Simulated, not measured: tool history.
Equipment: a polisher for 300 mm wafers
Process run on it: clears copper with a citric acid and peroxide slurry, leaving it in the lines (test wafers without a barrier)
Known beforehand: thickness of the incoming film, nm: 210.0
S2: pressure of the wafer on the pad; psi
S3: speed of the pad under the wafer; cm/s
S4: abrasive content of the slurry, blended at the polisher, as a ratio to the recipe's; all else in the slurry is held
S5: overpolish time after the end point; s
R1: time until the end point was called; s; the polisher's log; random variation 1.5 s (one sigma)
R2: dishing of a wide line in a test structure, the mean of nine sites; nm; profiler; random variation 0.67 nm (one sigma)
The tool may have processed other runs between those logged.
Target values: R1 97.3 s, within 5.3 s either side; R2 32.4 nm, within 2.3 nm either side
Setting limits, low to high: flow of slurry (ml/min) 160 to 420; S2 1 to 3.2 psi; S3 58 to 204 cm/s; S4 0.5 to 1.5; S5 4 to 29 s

Run 1, day 0: flow of slurry (ml/min) 270, S2 2.1 psi, S3 130 cm/s, S4 1, S5 15 s. Result: R1 107.16 s, R2 19.758 nm.
Run 2, day 0.238: flow of slurry (ml/min) 270, S2 2.2 psi, S3 130 cm/s, S4 1, S5 17 s. Result: R1 103.16 s, R2 22.643 nm.
Run 3, day 0.296: flow of slurry (ml/min) 270, S2 2.2 psi, S3 130 cm/s, S4 1, S5 18 s. Result: R1 103.69 s, R2 23.353 nm.
Run 4, day 0.579: flow of slurry (ml/min) 270, S2 1.8 psi, S3 130 cm/s, S4 1, S5 18 s. Result: R1 127.86 s, R2 19.54 nm.
Run 5, day 0.9: flow of slurry (ml/min) 270, S2 1.3 psi, S3 130 cm/s, S4 1, S5 18 s. Result: R1 166.77 s, R2 14.575 nm.
Run 6, day 1.175: flow of slurry (ml/min) 270, S2 1.6 psi, S3 130 cm/s, S4 1, S5 19 s. Result: R1 138.37 s, R2 18.573 nm.
Run 7, day 1.354: flow of slurry (ml/min) 270, S2 1.8 psi, S3 130 cm/s, S4 1, S5 20 s. Result: R1 120.27 s, R2 21.308 nm.
Run 8, day 1.571: flow of slurry (ml/min) 270, S2 1.9 psi, S3 130 cm/s, S4 1, S5 22 s. Result: R1 117.19 s, R2 24.456 nm.
Run 9, day 1.788: flow of slurry (ml/min) 270, S2 2 psi, S3 130 cm/s, S4 1, S5 23 s. Result: R1 113.51 s, R2 27.393 nm.
Run 10, day 2.117: flow of slurry (ml/min) 270, S2 2.1 psi, S3 130 cm/s, S4 1, S5 23 s. Result: R1 108.66 s, R2 27.702 nm.
Run 11, day 2.254: flow of slurry (ml/min) 270, S2 2.2 psi, S3 130 cm/s, S4 1, S5 23 s. Result: R1 103.84 s, R2 29.764 nm.

4 candidate next runs follow, results not yet known. Just one meets every target within its allowed miss. Identify it.
Run A, day 2.392: flow of slurry (ml/min) 255, S2 2 psi, S3 160 cm/s, S4 1.15, S5 19 s. Result: R1 ?, R2 ?.
Run B, day 2.392: flow of slurry (ml/min) 340, S2 2.3 psi, S3 122 cm/s, S4 1.25, S5 24 s. Result: R1 ?, R2 ?.
Run C, day 2.392: flow of slurry (ml/min) 230, S2 2.9 psi, S3 132 cm/s, S4 0.8, S5 17 s. Result: R1 ?, R2 ?.
Run D, day 2.392: flow of slurry (ml/min) 280, S2 2.4 psi, S3 144 cm/s, S4 1, S5 27 s. Result: R1 ?, R2 ?.

move      R1      R2
   A  89.807   28.57
   B  97.397   32.74
   C  85.876  27.692
   D  86.517  39.564
A: carries the result that was furthest off beyond its target, to the other side
B: each result inside its tolerance
C: carries the result that was furthest off beyond its target, to the other side
D: carries the result that was furthest off beyond its target, to the other side
B is the move that brings every result within its allowed miss.

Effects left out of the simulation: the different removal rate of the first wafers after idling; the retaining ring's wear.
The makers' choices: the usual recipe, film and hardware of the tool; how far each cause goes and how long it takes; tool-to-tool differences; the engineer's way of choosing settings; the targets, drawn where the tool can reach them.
